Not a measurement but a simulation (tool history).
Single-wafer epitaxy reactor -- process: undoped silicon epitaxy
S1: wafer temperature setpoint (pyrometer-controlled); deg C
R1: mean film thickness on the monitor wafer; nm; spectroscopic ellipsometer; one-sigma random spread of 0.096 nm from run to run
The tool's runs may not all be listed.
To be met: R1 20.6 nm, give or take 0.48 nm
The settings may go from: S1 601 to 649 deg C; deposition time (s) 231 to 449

Run 1, hour 0: S1 625 deg C, deposition time (s) 340. Result: R1 33.456 nm.
Run 2, hour 7.7: S1 622 deg C, deposition time (s) 339. Result: R1 30.811 nm.
Run 3, hour 9.1: S1 622 deg C, deposition time (s) 359. Result: R1 32.673 nm.
Run 4, hour 11.2: S1 619 deg C, deposition time (s) 358. Result: R1 30.454 nm.
Run 5, hour 14.7: S1 616 deg C, deposition time (s) 358. Result: R1 27.955 nm.
Run 6, hour 15.8: S1 614 deg C, deposition time (s) 358. Result: R1 26.694 nm.
Run 7, hour 17.2: S1 612 deg C, deposition time (s) 358. Result: R1 25.168 nm.
Run 8, hour 20.8: S1 602 deg C, deposition time (s) 357. Result: R1 19.23 nm.
At hour 29.7: pyrometer calibrated.
Run 9, hour 29.7: S1 604 deg C, deposition time (s) 357. Result: R1 23.129 nm.
Run 10, hour 30.4: S1 604 deg C, deposition time (s) 352. Result: R1 22.609 nm.

Pick the move, out of 4, that brings all results within their allowed miss; only one does.
Run A, hour 31.1: S1 606 deg C, deposition time (s) 344. Result: R1 ?.
Run B, hour 31.1: S1 613 deg C, deposition time (s) 319. Result: R1 ?.
Run C, hour 31.1: S1 602 deg C, deposition time (s) 336. Result: R1 ?.
Run D, hour 31.1: S1 601 deg C, deposition time (s) 397. Result: R1 ?.

move      R1
   A   23.26
   B  25.896
   C  20.437
   D  23.512
A: lands further from the targets than the last run did
B: lands further from the targets than the last run did
C: all results in spec
D: lands further from the targets than the last run did
Answer: C
